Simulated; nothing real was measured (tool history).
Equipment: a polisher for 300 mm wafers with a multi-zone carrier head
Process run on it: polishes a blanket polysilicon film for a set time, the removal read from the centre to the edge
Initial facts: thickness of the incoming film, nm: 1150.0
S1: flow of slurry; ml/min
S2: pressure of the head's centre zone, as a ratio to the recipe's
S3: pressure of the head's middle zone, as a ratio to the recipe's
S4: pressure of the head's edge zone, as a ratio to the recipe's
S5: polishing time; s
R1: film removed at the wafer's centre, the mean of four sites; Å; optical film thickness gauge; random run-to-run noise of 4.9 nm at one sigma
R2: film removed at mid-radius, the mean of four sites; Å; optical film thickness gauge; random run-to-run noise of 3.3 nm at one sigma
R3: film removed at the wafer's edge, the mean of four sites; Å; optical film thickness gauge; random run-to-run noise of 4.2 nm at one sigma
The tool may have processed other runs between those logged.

run	hour	S1	S2	S3	S4	S5	R1	R2	R3
1	0	240	1	1	1	66	3638.7	3674.5	3677.8
2	6.3	240	1	0.95	1	66	3558.6	3552.5	3670.8
3	11.7	235	1.01	0.93	1	65	3613	3460.4	3694.6
4	15.5	235	1.01	0.92	0.99	64	3609.1	3308.9	3543.8
5	23.2	235	1	0.91	0.99	64	3558.7	3324.9	3528
6	28.5	230	1	0.9	0.99	64	3447.7	3278.6	3663.9

Expected results for the next run?
7	35.4	230	1	0.89	0.98	63	?	?	?

Run 7 yielded R1 3570.4 Å, R2 3146.4 Å, R3 3520.7 Å.

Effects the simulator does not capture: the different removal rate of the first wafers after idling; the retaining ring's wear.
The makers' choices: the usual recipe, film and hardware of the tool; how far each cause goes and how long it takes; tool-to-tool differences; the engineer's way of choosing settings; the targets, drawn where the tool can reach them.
